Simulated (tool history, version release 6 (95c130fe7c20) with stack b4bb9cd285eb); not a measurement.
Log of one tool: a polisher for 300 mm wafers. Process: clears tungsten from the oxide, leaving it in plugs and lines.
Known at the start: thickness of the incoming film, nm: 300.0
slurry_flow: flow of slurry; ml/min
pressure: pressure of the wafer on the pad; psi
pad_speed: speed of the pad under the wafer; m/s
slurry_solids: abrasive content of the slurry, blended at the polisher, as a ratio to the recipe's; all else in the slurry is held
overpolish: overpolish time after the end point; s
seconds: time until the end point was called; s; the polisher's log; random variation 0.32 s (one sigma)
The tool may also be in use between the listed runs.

run	hour	slurry_flow	pressure	pad_speed	slurry_solids	overpolish	seconds
1	0.0	245	2.9	1.24	1.00	42	61.211
2	7.4	245	2.9	1.02	1.00	42	73.111
3	8.4	245	2.9	1.02	0.85	42	74.213
4	16.4	250	3.3	1.04	0.85	42	65.797
5	17.5	250	3.8	1.04	0.85	42	57.328
6	23.4	310	3.8	1.04	0.85	42	56.903
7	32.4	310	4.0	1.10	0.85	42	51.212
8	33.1	310	4.1	1.14	0.85	42	48.185

Forecast run 9:
9	34.6	310	4.2	1.18	0.85	42	?

Run 9 gave seconds 45.177 s.
